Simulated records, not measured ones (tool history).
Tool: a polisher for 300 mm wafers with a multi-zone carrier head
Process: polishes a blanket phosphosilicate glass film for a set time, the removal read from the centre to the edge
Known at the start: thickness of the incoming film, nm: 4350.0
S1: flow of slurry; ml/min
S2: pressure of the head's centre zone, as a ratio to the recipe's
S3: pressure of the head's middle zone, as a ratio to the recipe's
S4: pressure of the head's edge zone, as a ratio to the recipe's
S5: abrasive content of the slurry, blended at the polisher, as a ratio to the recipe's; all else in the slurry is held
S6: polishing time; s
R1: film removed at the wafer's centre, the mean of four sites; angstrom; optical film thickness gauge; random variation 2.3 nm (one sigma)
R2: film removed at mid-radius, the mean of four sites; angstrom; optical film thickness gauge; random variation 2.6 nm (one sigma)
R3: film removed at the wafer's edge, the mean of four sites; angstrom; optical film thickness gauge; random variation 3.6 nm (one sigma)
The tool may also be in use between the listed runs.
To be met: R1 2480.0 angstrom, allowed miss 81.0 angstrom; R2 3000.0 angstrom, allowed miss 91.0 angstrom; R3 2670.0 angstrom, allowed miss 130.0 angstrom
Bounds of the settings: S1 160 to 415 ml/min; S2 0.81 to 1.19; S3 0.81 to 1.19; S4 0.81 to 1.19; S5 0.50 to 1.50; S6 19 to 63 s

| run | hour | S1 | S2 | S3 | S4 | S5 | S6 | R1 | R2 | R3 |
|---|---|---|---|---|---|---|---|---|---|---|
| 1 | 0.0 | 265 | 1.00 | 1.00 | 1.00 | 1.00 | 41 | 2898.6 | 2944.8 | 3023.8 |
| 2 | 6.3 | 265 | 1.06 | 1.00 | 1.00 | 1.00 | 41 | 3060.8 | 2937.3 | 3016.9 |
| 3 | 14.8 | 260 | 1.02 | 1.02 | 0.97 | 0.95 | 41 | 2901.0 | 2914.2 | 2865.5 |
| 4 | 22.2 | 260 | 1.02 | 1.02 | 0.97 | 0.95 | 37 | 2551.6 | 2621.8 | 2650.1 |
| 5 | 22.9 | 260 | 1.06 | 1.02 | 0.97 | 0.95 | 37 | 2657.6 | 2656.7 | 2651.7 |
| 6 | 27.7 | 265 | 1.04 | 1.06 | 0.98 | 0.95 | 37 | 2701.4 | 2724.1 | 2626.3 |
| 7 | 34.8 | 255 | 0.99 | 1.08 | 0.98 | 1.00 | 37 | 2598.7 | 2845.7 | 2737.8 |
| 8 | 40.2 | 260 | 0.95 | 1.15 | 0.92 | 0.95 | 37 | 2487.2 | 2902.8 | 2588.1 |

5 next moves are on the table. One of them brings every result within its allowed miss. Which?
| A | 45.6 | 275 | 0.89 | 1.02 | 1.00 | 0.90 | 39 | ? | ? | ? |
| B | 45.6 | 240 | 0.88 | 0.99 | 1.09 | 1.05 | 38 | ? | ? | ? |
| C | 45.6 | 260 | 0.90 | 1.13 | 0.93 | 0.95 | 39 | ? | ? | ? |
| D | 45.6 | 210 | 0.82 | 1.04 | 1.05 | 1.20 | 38 | ? | ? | ? |
| E | 45.6 | 275 | 0.91 | 0.96 | 1.01 | 1.05 | 38 | ? | ? | ? |

| move | R1 | R2 | R3 |
|---|---|---|---|
| A | 2420.7 | 2716.3 | 2743.2 |
| B | 2500.8 | 2762.3 | 2988.6 |
| C | 2500.6 | 3037.5 | 2720.3 |
| D | 2497.8 | 3026.3 | 3093.2 |
| E | 2596.7 | 2726.1 | 2913.1 |
A: further off than the last run
B: further off than the last run
C: meets every target
D: brings the result that was furthest off to its target, and leaves another outside
E: further off than the last run
The right move is C.
